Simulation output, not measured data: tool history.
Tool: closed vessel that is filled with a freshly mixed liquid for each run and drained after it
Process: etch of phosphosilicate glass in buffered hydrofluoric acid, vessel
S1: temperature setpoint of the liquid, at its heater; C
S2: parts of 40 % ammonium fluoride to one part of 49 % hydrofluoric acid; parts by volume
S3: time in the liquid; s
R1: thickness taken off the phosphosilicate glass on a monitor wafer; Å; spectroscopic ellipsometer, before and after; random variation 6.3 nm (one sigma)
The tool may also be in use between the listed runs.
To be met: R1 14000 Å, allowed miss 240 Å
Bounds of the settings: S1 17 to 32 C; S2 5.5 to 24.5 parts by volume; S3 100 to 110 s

Run 1, day 0: S1 24 C, S2 15 parts by volume, S3 100 s. Result: R1 7406.8 Å.
Run 2, day 0.308: S1 21 C, S2 15 parts by volume, S3 100 s. Result: R1 6244.7 Å.
Run 3, day 0.617: S1 21 C, S2 15 parts by volume, S3 100 s. Result: R1 6174.6 Å.
Run 4, day 0.704: S1 24.5 C, S2 14 parts by volume, S3 100 s. Result: R1 8083.6 Å.
Run 5, day 1.017: S1 24.5 C, S2 11 parts by volume, S3 100 s. Result: R1 10212 Å.
Run 6, day 1.375: S1 26 C, S2 11 parts by volume, S3 100 s. Result: R1 11049 Å.
Run 7, day 1.575: S1 27.5 C, S2 11 parts by volume, S3 100 s. Result: R1 11971 Å.
Run 8, day 1.712: S1 28.5 C, S2 11 parts by volume, S3 100 s. Result: R1 12702 Å.
Run 9, day 2.058: S1 29 C, S2 11 parts by volume, S3 100 s. Result: R1 12927 Å.
Run 10, day 2.117: S1 29.5 C, S2 11 parts by volume, S3 100 s. Result: R1 13285 Å.
At day 2.196: hydrofluoric acid flow meter replaced.
Run 11, day 2.196: S1 30 C, S2 11 parts by volume, S3 100 s. Result: R1 12495 Å.
Run 12, day 2.292: S1 32 C, S2 10 parts by volume, S3 100 s. Result: R1 15281 Å.
Run 13, day 2.35: S1 31.5 C, S2 10 parts by volume, S3 100 s. Result: R1 14636 Å.
Run 14, day 2.508: S1 31 C, S2 10 parts by volume, S3 100 s. Result: R1 14338 Å.

4 next moves are on the table. One of them brings every result within its allowed miss. Which?
Run A, day 2.667: S1 29.5 C, S2 10 parts by volume, S3 100 s. Result: R1 ?.
Run B, day 2.667: S1 32 C, S2 11.5 parts by volume, S3 105 s. Result: R1 ?.
Run C, day 2.667: S1 31.5 C, S2 11 parts by volume, S3 100 s. Result: R1 ?.
Run D, day 2.667: S1 30 C, S2 9 parts by volume, S3 100 s. Result: R1 ?.

move     R1
   A  13351
   B  13943
   C  13512
   D  14643
A: takes the result that was furthest off past its target
B: meets every target
C: takes the result that was furthest off past its target
D: further off than the last run
Move B is the one to make.

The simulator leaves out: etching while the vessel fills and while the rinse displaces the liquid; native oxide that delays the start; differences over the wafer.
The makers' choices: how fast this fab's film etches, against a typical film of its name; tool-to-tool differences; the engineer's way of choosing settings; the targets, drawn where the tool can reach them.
